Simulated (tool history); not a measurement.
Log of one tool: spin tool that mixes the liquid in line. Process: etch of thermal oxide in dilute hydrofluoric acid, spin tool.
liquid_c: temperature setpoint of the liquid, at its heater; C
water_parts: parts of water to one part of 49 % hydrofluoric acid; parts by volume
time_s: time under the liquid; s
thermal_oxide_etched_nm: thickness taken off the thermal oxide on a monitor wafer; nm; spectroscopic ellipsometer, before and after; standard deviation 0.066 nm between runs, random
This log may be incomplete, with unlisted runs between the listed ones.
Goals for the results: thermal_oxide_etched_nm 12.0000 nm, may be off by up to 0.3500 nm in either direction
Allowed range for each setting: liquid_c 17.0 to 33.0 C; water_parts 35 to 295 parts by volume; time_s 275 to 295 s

run	hour	liquid_c	water_parts	time_s	thermal_oxide_etched_nm
1	0.0	25.0	165	275	7.6400
2	2.3	28.0	165	275	8.5859
3	3.6	29.5	160	275	9.2616
4	9.0	26.5	160	275	8.3615
5	10.5	29.5	160	275	9.2891
6	18.7	26.0	160	275	8.1526
7	21.3	28.0	155	275	9.0626
8	23.0	29.5	150	275	10.0110
9	26.2	30.5	145	275	10.8230
10	26.9	31.0	145	275	11.0750
11	31.7	31.5	145	275	11.2400
12	32.8	32.0	145	275	11.3630
13	40.8	32.5	145	275	11.5740
14	41.5	32.5	145	275	11.6050

Exactly one of the 4 candidate moves below puts every result within its allowed miss. Which one?
A	42.2	32.5	150	275	?
B	42.2	31.5	145	275	?
C	42.2	33.0	150	275	?
D	42.2	32.5	140	275	?

move	thermal_oxide_etched_nm
A	11.1420
B	11.2030
C	11.3380
D	12.1050
A: lands further from the targets than the last run did
B: lands further from the targets than the last run did
C: lands further from the targets than the last run did
D: hits every target within its allowed miss
Answer: D
